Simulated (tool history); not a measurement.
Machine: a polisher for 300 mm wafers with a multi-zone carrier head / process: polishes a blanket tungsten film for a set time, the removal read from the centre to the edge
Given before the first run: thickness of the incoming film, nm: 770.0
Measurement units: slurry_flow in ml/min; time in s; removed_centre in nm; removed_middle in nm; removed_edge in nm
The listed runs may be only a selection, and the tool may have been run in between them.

run,hour,slurry_flow,centre_zone,middle_zone,edge_zone,slurry_solids,time,removed_centre,removed_middle,removed_edge
1,0.0,180,1.00,1.00,1.00,1.0,41,304.93,304.05,287.54
2,4.2,180,1.00,1.00,0.94,1.0,41,301.51,305.06,277.74
3,12.7,180,0.95,1.00,0.94,1.0,41,278.99,306.09,281.82
4,18.3,180,0.97,0.97,0.97,1.0,41,293.25,295.23,286.92
5,23.2,180,0.97,1.01,0.97,1.0,41,295.32,309.25,281.31
6,25.4,175,1.00,0.99,0.98,1.0,41,307.46,299.00,283.83
7,31.1,170,1.01,0.97,1.00,1.0,41,297.81,294.46,289.98

Run 8, settings as shown, results not yet in. Your forecast:
# hour 32.1: worn pad replaced by a new one
8,32.1,175,1.03,0.95,1.00,1.0,41,?,?,?

{"run 8": {"removed_centre": 338.51, "removed_middle": 317.64, "removed_edge": 311.93}}

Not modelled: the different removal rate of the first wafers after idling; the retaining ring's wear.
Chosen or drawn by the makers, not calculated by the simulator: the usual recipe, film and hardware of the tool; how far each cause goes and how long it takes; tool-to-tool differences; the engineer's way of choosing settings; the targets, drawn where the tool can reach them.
